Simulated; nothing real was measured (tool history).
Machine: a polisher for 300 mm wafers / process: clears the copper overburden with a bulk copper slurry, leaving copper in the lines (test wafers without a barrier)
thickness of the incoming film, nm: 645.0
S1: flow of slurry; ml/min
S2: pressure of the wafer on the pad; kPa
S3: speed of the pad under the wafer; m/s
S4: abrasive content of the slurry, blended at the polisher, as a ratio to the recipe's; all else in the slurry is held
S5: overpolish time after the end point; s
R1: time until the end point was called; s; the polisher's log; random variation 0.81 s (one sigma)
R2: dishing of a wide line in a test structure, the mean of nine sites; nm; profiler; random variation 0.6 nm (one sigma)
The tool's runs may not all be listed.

run 1 hour=0 | S1=130 S2=20.7 S3=0.92 S4=1 S5=11 | R1=71.141 R2=60.392
run 2 hour=1 | S1=140 S2=22.1 S3=0.92 S4=1 S5=10 | R1=68.287 R2=60.956
run 3 hour=4.4 | S1=170 S2=22.1 S3=0.92 S4=1 S5=10 | R1=66.526 R2=60.995
run 4 hour=8.3 | S1=170 S2=22.1 S3=0.92 S4=1.2 S5=10 | R1=64.083 R2=63.092
run 5 hour=9.9 | S1=170 S2=22.1 S3=0.92 S4=1.2 S5=12 | R1=62.226 R2=72.333
run 6 hour=17.5 | S1=190 S2=22.1 S3=0.92 S4=1.2 S5=12 | R1=62.98 R2=73.007
run 7 hour=24.6 | S1=190 S2=22.8 S3=0.94 S4=1.25 S5=10 | R1=59.195 R2=66.204
run 8 hour=25.8 | S1=190 S2=22.8 S3=0.94 S4=1.3 S5=9 | R1=59.141 R2=61.418

Forecast run 9:
run 9 hour=33.5 | S1=195 S2=24.1 S3=0.96 S4=1.3 S5=6 | R1=? R2=?

R1: 54.306 s
R2: 47.308 nm
